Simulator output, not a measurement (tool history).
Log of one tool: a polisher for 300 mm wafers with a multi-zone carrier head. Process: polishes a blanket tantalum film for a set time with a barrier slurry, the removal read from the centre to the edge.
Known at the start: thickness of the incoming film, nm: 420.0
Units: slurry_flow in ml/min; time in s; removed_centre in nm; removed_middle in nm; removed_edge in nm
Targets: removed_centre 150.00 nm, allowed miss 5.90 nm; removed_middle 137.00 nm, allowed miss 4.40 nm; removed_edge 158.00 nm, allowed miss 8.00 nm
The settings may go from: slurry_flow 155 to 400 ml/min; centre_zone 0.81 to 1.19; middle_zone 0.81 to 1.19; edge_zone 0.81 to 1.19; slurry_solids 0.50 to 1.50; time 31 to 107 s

{"run": 1, "hour": 0.0, "slurry_flow": 255, "centre_zone": 1.0, "middle_zone": 1.0, "edge_zone": 1.0, "slurry_solids": 1.0, "time": 69, "removed_centre": 154.37, "removed_middle": 153.67, "removed_edge": 164.15}
{"run": 2, "hour": 5.2, "slurry_flow": 255, "centre_zone": 0.94, "middle_zone": 1.0, "edge_zone": 1.0, "slurry_solids": 1.0, "time": 69, "removed_centre": 144.88, "removed_middle": 154.38, "removed_edge": 157.07}
{"run": 3, "hour": 13.8, "slurry_flow": 250, "centre_zone": 0.95, "middle_zone": 0.98, "edge_zone": 1.0, "slurry_solids": 1.0, "time": 69, "removed_centre": 146.36, "removed_middle": 152.16, "removed_edge": 156.23}
{"run": 4, "hour": 14.8, "slurry_flow": 250, "centre_zone": 0.95, "middle_zone": 0.98, "edge_zone": 1.0, "slurry_solids": 1.0, "time": 54, "removed_centre": 115.11, "removed_middle": 120.58, "removed_edge": 121.83}
{"run": 5, "hour": 23.3, "slurry_flow": 275, "centre_zone": 0.95, "middle_zone": 0.98, "edge_zone": 1.0, "slurry_solids": 1.0, "time": 54, "removed_centre": 118.01, "removed_middle": 120.68, "removed_edge": 125.1}
{"run": 6, "hour": 29.5, "slurry_flow": 290, "centre_zone": 0.98, "middle_zone": 1.0, "edge_zone": 1.02, "slurry_solids": 1.05, "time": 54, "removed_centre": 121.6, "removed_middle": 125.54, "removed_edge": 124.71}
{"run": 7, "hour": 37.1, "slurry_flow": 270, "centre_zone": 0.99, "middle_zone": 0.97, "edge_zone": 1.03, "slurry_solids": 1.1, "time": 56, "removed_centre": 127.96, "removed_middle": 126.67, "removed_edge": 133.94}
{"run": 8, "hour": 42.8, "slurry_flow": 260, "centre_zone": 1.01, "middle_zone": 0.97, "edge_zone": 1.05, "slurry_solids": 1.15, "time": 57, "removed_centre": 135.18, "removed_middle": 129.67, "removed_edge": 137.03}
{"run": 9, "hour": 49.2, "slurry_flow": 255, "centre_zone": 1.0, "middle_zone": 0.95, "edge_zone": 1.07, "slurry_solids": 1.2, "time": 58, "removed_centre": 136.58, "removed_middle": 129.93, "removed_edge": 147.73}
{"run": 10, "hour": 54.6, "slurry_flow": 255, "centre_zone": 1.01, "middle_zone": 0.95, "edge_zone": 1.08, "slurry_solids": 1.25, "time": 58, "removed_centre": 138.64, "removed_middle": 130.33, "removed_edge": 145.37}
{"run": 11, "hour": 62.2, "slurry_flow": 255, "centre_zone": 1.02, "middle_zone": 0.95, "edge_zone": 1.09, "slurry_solids": 1.3, "time": 58, "removed_centre": 141.18, "removed_middle": 130.51, "removed_edge": 147.94}
{"run": 12, "hour": 62.9, "slurry_flow": 255, "centre_zone": 1.02, "middle_zone": 0.95, "edge_zone": 1.1, "slurry_solids": 1.35, "time": 58, "removed_centre": 139.59, "removed_middle": 132.33, "removed_edge": 145.97}

5 next moves are on the table. One of them brings every result within its allowed miss. Which?
{"run": "A", "hour": 63.6, "slurry_flow": 225, "centre_zone": 1.12, "middle_zone": 0.94, "edge_zone": 1.15, "slurry_solids": 1.4, "time": 60, "removed_centre": "?", "removed_middle": "?", "removed_edge": "?"}
{"run": "B", "hour": 63.6, "slurry_flow": 365, "centre_zone": 1.03, "middle_zone": 0.86, "edge_zone": 1.12, "slurry_solids": 0.95, "time": 63, "removed_centre": "?", "removed_middle": "?", "removed_edge": "?"}
{"run": "C", "hour": 63.6, "slurry_flow": 285, "centre_zone": 1.18, "middle_zone": 0.91, "edge_zone": 1.12, "slurry_solids": 1.2, "time": 54, "removed_centre": "?", "removed_middle": "?", "removed_edge": "?"}
{"run": "D", "hour": 63.6, "slurry_flow": 305, "centre_zone": 1.01, "middle_zone": 0.92, "edge_zone": 1.07, "slurry_solids": 1.25, "time": 61, "removed_centre": "?", "removed_middle": "?", "removed_edge": "?"}
{"run": "E", "hour": 63.6, "slurry_flow": 250, "centre_zone": 1.08, "middle_zone": 1.01, "edge_zone": 1.0, "slurry_solids": 1.5, "time": 55, "removed_centre": "?", "removed_middle": "?", "removed_edge": "?"}

move=A removed_centre=161.19 removed_middle=138.18 removed_edge=161.87
move=B removed_centre=148.68 removed_middle=129.46 removed_edge=158.17
move=C removed_centre=151.62 removed_middle=120.09 removed_edge=141.52
move=D removed_centre=148.85 removed_middle=139.05 removed_edge=158.66
move=E removed_centre=146.38 removed_middle=137.18 removed_edge=142.07
A: takes the result that was furthest off past its target
B: brings the result that was furthest off to its target, and leaves another outside
C: brings the result that was furthest off to its target, and leaves another outside
D: meets every target
E: brings the result that was furthest off to its target, and leaves another outside
Answer: D
